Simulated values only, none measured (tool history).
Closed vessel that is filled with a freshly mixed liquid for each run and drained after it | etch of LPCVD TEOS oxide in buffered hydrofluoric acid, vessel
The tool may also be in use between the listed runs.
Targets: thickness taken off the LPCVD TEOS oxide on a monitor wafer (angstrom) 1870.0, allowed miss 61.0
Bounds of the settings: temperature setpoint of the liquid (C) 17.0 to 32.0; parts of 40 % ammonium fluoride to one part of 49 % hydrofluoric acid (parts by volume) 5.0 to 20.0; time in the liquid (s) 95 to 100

run	hour	temperature setpoint of the liquid (C)	parts of 40 % ammonium fluoride to one part of 49 % hydrofluoric acid (parts by volume)	time in the liquid (s)	thickness taken off the LPCVD TEOS oxide on a monitor wafer (angstrom)
1	0.0	25.0	12.0	95	2941.7
2	8.9	24.0	12.0	95	2817.4
3	14.0	24.0	8.5	95	3808.8
4	16.9	23.0	9.0	95	3384.1
5	21.7	22.0	9.5	95	3053.1
6	28.1	21.5	10.0	95	2790.9
7	30.6	21.0	10.0	95	2753.4
# hour 31.9: hydrofluoric acid flow meter replaced
8	31.9	20.5	10.5	95	2421.1
9	36.0	20.0	10.5	95	2358.9
10	40.9	19.5	10.5	95	2261.0

4 next moves are on the table. One of them brings every result within its allowed miss. Which?
A	45.8	17.5	13.0	100	?
B	45.8	17.5	11.5	95	?
C	45.8	20.0	15.5	100	?
D	45.8	21.0	10.5	95	?

move	thickness taken off the LPCVD TEOS oxide on a monitor wafer (angstrom)
A	1741.6
B	1865.6
C	1687.6
D	2482.7
A: takes the result that was furthest off past its target
B: meets every target
C: takes the result that was furthest off past its target
D: further off than the last run
The right move is B.

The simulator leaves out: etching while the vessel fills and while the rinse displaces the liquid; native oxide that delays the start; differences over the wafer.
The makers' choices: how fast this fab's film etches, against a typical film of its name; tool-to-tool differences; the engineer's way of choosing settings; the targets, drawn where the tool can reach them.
